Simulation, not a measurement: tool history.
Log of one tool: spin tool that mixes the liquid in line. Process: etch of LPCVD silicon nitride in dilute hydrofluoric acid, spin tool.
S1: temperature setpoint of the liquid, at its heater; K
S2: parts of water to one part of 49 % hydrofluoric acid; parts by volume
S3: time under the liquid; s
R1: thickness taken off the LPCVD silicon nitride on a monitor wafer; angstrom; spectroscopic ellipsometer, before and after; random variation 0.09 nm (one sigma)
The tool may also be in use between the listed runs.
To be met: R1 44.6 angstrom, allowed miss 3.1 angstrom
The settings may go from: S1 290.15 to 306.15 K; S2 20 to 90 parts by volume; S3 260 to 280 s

{"run": 1, "hour": 0.0, "S1": 298.15, "S2": 50, "S3": 260, "R1": 26.967}
{"run": 2, "hour": 5.7, "S1": 300.15, "S2": 50, "S3": 260, "R1": 30.867}
{"run": 3, "hour": 10.6, "S1": 297.15, "S2": 50, "S3": 260, "R1": 25.95}
{"run": 4, "hour": 18.1, "S1": 297.15, "S2": 50, "S3": 260, "R1": 26.265}
{"run": 5, "hour": 20.5, "S1": 297.15, "S2": 60, "S3": 260, "R1": 20.995}
{"run": 6, "hour": 22.2, "S1": 299.15, "S2": 55, "S3": 260, "R1": 27.812}
{"run": 7, "hour": 24.9, "S1": 300.65, "S2": 55, "S3": 260, "R1": 30.88}
{"run": 8, "hour": 26.7, "S1": 300.65, "S2": 55, "S3": 260, "R1": 29.358}
{"run": 9, "hour": 28.5, "S1": 302.15, "S2": 55, "S3": 260, "R1": 32.073}
{"run": 10, "hour": 31.8, "S1": 303.15, "S2": 55, "S3": 260, "R1": 35.176}
{"run": 11, "hour": 34.5, "S1": 303.65, "S2": 55, "S3": 260, "R1": 35.869}
{"run": 12, "hour": 43.3, "S1": 304.15, "S2": 55, "S3": 260, "R1": 38.288}
{"run": 13, "hour": 51.2, "S1": 304.65, "S2": 55, "S3": 260, "R1": 38.639}
{"run": 14, "hour": 52.3, "S1": 304.65, "S2": 55, "S3": 260, "R1": 39.093}

5 next moves are on the table. One of them brings every result within its allowed miss. Which?
{"run": "A", "hour": 53.4, "S1": 305.65, "S2": 45, "S3": 275, "R1": "?"}
{"run": "B", "hour": 53.4, "S1": 306.15, "S2": 50, "S3": 280, "R1": "?"}
{"run": "C", "hour": 53.4, "S1": 304.65, "S2": 45, "S3": 280, "R1": "?"}
{"run": "D", "hour": 53.4, "S1": 302.15, "S2": 40, "S3": 260, "R1": "?"}
{"run": "E", "hour": 53.4, "S1": 304.65, "S2": 45, "S3": 275, "R1": "?"}

move=A R1=55.41
move=B R1=52.447
move=C R1=52.934
move=D R1=46.961
move=E R1=51.989
A: takes the result that was furthest off past its target
B: takes the result that was furthest off past its target
C: takes the result that was furthest off past its target
D: meets every target
E: takes the result that was furthest off past its target
Move D is the one to make.
